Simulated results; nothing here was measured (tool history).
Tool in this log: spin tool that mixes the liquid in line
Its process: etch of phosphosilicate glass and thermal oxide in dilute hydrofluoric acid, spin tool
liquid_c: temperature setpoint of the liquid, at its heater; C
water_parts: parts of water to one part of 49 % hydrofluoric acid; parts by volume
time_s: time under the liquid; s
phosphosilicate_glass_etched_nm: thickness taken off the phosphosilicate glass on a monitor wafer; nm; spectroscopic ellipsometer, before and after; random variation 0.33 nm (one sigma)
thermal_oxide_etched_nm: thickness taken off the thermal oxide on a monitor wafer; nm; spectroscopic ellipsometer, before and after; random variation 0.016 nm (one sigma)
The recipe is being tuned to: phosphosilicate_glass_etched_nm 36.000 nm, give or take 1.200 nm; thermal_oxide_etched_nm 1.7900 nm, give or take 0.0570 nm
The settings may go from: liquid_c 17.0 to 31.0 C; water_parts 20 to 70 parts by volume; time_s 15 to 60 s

| run | hour | liquid_c | water_parts | time_s | phosphosilicate_glass_etched_nm | thermal_oxide_etched_nm |
|---|---|---|---|---|---|---|
| 1 | 0.0 | 23.0 | 40 | 30 | 68.943 | 3.4349 |
| 2 | 4.2 | 23.0 | 40 | 35 | 79.970 | 4.0185 |
| 3 | 6.6 | 23.0 | 40 | 45 | 104.090 | 5.2141 |
| 4 | 13.8 | 23.0 | 40 | 35 | 80.469 | 4.0432 |
| 5 | 20.0 | 25.0 | 40 | 35 | 88.499 | 4.3866 |
| 6 | 26.8 | 25.0 | 50 | 35 | 68.211 | 3.4667 |
| 7 | 32.4 | 22.5 | 55 | 35 | 57.336 | 2.7982 |
| 8 | 40.0 | 21.5 | 60 | 35 | 49.974 | 2.4658 |

Which of these 4 next moves meets every target?
| A | 47.6 | 18.0 | 65 | 35 | ? | ? |
| B | 47.6 | 28.0 | 70 | 25 | ? | ? |
| C | 47.6 | 17.0 | 70 | 40 | ? | ? |
| D | 47.6 | 21.5 | 70 | 30 | ? | ? |

| move | phosphosilicate_glass_etched_nm | thermal_oxide_etched_nm |
|---|---|---|
| A | 39.066 | 1.9781 |
| B | 38.773 | 1.9633 |
| C | 39.500 | 2.0001 |
| D | 35.814 | 1.8135 |
A: closer than the last run, but not yet in spec
B: closer than the last run, but not yet in spec
C: closer than the last run, but not yet in spec
D: all results land within tolerance of their targets
D is the move that brings every result within its allowed miss.
